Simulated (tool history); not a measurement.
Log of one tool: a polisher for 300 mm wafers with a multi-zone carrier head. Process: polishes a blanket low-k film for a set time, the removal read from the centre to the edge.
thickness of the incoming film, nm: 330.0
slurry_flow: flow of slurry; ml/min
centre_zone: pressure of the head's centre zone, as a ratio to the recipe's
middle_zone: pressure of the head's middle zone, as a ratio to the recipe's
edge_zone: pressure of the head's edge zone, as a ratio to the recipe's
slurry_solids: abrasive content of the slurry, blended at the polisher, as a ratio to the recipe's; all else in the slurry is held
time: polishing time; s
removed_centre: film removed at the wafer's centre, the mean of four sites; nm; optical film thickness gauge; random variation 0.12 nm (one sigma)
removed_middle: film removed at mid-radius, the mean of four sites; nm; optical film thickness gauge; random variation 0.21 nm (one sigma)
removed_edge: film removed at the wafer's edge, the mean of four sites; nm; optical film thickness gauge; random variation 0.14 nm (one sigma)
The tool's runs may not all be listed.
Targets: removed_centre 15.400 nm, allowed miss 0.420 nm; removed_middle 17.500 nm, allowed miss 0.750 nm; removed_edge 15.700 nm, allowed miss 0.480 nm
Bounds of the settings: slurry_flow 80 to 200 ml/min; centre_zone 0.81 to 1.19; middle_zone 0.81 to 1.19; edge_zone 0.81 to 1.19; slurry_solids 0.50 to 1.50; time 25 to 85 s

run  hour  slurry_flow  centre_zone  middle_zone  edge_zone  slurry_solids  time  removed_centre  removed_middle  removed_edge
  1   0.0          130         1.00         1.00       1.00           1.00    55          20.389          20.400        20.467
  2   3.3          130         1.00         1.00       0.94           1.00    55          20.562          21.081        19.766
  3   9.7          130         0.95         1.00       0.94           1.00    55          19.451          20.508        19.752
  4  14.3          130         0.95         1.00       0.94           1.00    67          23.553          24.827        23.919
  5  18.5          130         1.03         1.00       0.94           1.00    67          25.455          25.251        24.202
  6  22.8          155         1.03         1.00       0.94           1.00    67          26.672          26.304        24.745
  7  29.4          155         1.03         1.00       0.94           1.00    67          26.740          26.707        24.832
  8  31.5          120         0.93         1.00       0.84           0.75    58          16.618          18.032        17.018
  9  33.4          115         0.93         1.01       0.84           0.75    58          16.628          17.953        16.481
 10  41.5          110         0.92         1.01       0.84           0.75    58          16.093          17.952        16.482
 11  44.5           95         0.93         1.03       0.81           0.70    58          14.997          17.069        14.998
 12  49.6          100         0.92         1.03       0.82           0.70    58          14.965          17.030        15.162

Which of these 4 next moves meets every target?
  A  54.7           95         1.00         1.12       0.81           0.55    67               ?               ?             ?
  B  54.7          125         0.89         1.11       0.81           0.65    55               ?               ?             ?
  C  54.7          110         0.99         1.12       0.82           0.65    62               ?               ?             ?
  D  54.7          160         0.88         1.00       0.83           0.80    50               ?               ?             ?

move  removed_centre  removed_middle  removed_edge
   A          15.199          17.104        14.621
   B          13.745          17.075        14.318
   C          16.581          18.713        15.832
   D          14.980          17.274        15.609
A: further off than the last run
B: further off than the last run
C: brings the result that was furthest off to its target, and leaves another outside
D: meets every target
Move D is the one to make.

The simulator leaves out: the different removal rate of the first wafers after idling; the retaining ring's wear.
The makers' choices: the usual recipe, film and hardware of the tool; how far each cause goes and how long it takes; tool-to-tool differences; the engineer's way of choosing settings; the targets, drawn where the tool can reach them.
